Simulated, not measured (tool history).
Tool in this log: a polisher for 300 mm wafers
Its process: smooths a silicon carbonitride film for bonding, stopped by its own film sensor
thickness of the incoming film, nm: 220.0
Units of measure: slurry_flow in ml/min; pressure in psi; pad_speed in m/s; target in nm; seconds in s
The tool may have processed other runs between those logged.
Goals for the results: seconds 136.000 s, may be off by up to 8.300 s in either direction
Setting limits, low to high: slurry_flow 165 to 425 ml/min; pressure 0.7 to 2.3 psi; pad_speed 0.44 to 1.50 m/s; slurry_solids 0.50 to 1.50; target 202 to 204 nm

run  hour  slurry_flow  pressure  pad_speed  slurry_solids  target  seconds
  1   0.0          275       1.5       0.96           1.00     202   76.132
  2   0.6          275       1.3       0.96           1.00     202   86.843
  3   3.9          340       1.3       0.96           1.00     202   86.276
  4   7.4          305       1.3       0.96           1.00     202   85.259
  5  15.0          305       1.2       0.92           1.00     202   96.340
  6  22.2          305       1.1       0.92           1.00     202  103.200
  7  28.3          305       1.0       0.92           1.00     202  114.690
  8  34.8          305       1.0       0.92           1.00     202  113.930

5 next moves are on the table. One of them brings every result within its allowed miss. Which?
  A  41.3          305       0.9       0.80           1.00     202        ?
  B  41.3          300       1.1       0.98           0.95     204        ?
  C  41.3          335       0.8       0.84           0.70     202        ?
  D  41.3          315       0.9       0.64           1.00     202        ?
  E  41.3          295       1.0       1.14           1.00     202        ?

move  seconds
   A  141.060
   B   91.418
   C  168.130
   D  163.480
   E   99.836
A: hits every target within its allowed miss
B: moves away from the targets compared with the last run
C: pushes the last run's worst result past its target
D: pushes the last run's worst result past its target
E: moves away from the targets compared with the last run
Answer: A

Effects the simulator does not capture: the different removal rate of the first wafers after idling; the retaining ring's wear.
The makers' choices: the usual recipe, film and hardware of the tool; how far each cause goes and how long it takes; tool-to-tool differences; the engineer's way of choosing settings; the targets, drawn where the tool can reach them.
